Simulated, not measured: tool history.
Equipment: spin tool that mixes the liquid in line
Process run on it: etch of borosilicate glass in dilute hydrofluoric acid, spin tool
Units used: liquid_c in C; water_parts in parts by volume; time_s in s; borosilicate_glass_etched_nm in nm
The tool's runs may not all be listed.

run  hour  liquid_c  water_parts  time_s  borosilicate_glass_etched_nm
  1     0        20          230     160                        19.155
  2   3.3        20          310     160                        13.046
  3   5.7        20          310     160                        13.169
  4   8.7        22          235     160                         19.82
  5  14.9        22          235     170                        21.038
  6    20        22          235     170                        21.367

What will run 7 give?
  7  23.8        26          145     170                             ?

Run 7 gave borosilicate_glass_etched_nm 43.951 nm.
